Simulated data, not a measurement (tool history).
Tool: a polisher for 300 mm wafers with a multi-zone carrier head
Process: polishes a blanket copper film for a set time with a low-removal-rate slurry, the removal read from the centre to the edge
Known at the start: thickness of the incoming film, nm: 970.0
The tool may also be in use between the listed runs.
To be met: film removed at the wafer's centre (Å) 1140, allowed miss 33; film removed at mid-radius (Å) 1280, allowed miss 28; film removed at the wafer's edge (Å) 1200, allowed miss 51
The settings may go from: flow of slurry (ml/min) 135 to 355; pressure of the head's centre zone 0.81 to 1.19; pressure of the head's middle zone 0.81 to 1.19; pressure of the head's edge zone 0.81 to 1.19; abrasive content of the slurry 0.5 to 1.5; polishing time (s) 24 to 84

run,day,flow of slurry (ml/min),pressure of the head's centre zone,pressure of the head's middle zone,pressure of the head's edge zone,abrasive content of the slurry,polishing time (s),film removed at the wafer's centre (Å),film removed at mid-radius (Å),film removed at the wafer's edge (Å)
1,0,225,1,1,1,1,54,1733,1716.9,1759.4
2,0.283,225,1,1,0.96,1,54,1725.8,1719.5,1762.1
3,0.475,225,1,1,0.96,1,46,1480.9,1466.5,1454.2
4,0.683,225,0.97,1,0.92,0.85,45,1375.3,1376.1,1349
5,0.862,210,0.93,1,0.89,0.8,45,1295.2,1356.7,1330.9
6,0.988,210,0.93,0.93,0.89,0.8,45,1283.4,1261.3,1302.3
7,1.329,210,0.91,0.96,0.86,0.75,45,1246.3,1277.6,1275.2
8,1.696,205,0.89,0.98,0.84,0.7,45,1180.7,1296,1218.1

4 next moves are on the table. One of them brings every result within its allowed miss. Which?
A,2.062,175,0.88,1,0.82,0.6,46,?,?,?
B,2.062,160,0.92,0.95,0.81,0.85,45,?,?,?
C,2.062,225,0.94,1.04,0.81,0.6,45,?,?,?
D,2.062,280,0.94,1.14,0.86,0.75,39,?,?,?

move,film removed at the wafer's centre (Å),film removed at mid-radius (Å),film removed at the wafer's edge (Å)
A,1125.5,1274.3,1178.3
B,1226.1,1278.1,1232.2
C,1209.6,1326.8,1171.1
D,1131.2,1337.9,1113.5
A: meets every target
B: further off than the last run
C: further off than the last run
D: brings the result that was furthest off to its target, and leaves another outside
Answer: A
